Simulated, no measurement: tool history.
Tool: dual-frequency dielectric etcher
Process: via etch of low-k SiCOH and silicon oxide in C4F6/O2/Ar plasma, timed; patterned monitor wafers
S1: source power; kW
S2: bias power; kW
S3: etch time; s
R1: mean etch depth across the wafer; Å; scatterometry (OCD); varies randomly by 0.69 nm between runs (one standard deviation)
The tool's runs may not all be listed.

Run 1, hour 0: S1 0.25 kW, S2 0.231 kW, S3 66 s. Result: R1 1512.9 Å.
Run 2, hour 5.9: S1 0.25 kW, S2 0.26 kW, S3 66 s. Result: R1 1570.7 Å.
Run 3, hour 8.9: S1 0.25 kW, S2 0.26 kW, S3 66 s. Result: R1 1572.6 Å.
Run 4, hour 16.2: S1 0.25 kW, S2 0.221 kW, S3 66 s. Result: R1 1495.3 Å.
Run 5, hour 24.7: S1 0.25 kW, S2 0.243 kW, S3 66 s. Result: R1 1547.5 Å.
Run 6, hour 31.3: S1 0.25 kW, S2 0.22 kW, S3 66 s. Result: R1 1511.8 Å.

Run 7 is up next; what results do you expect?
Run 7, hour 34.9: S1 0.26 kW, S2 0.221 kW, S3 66 s. Result: R1 ?.

{"run 7": {"R1": 1529.5}}
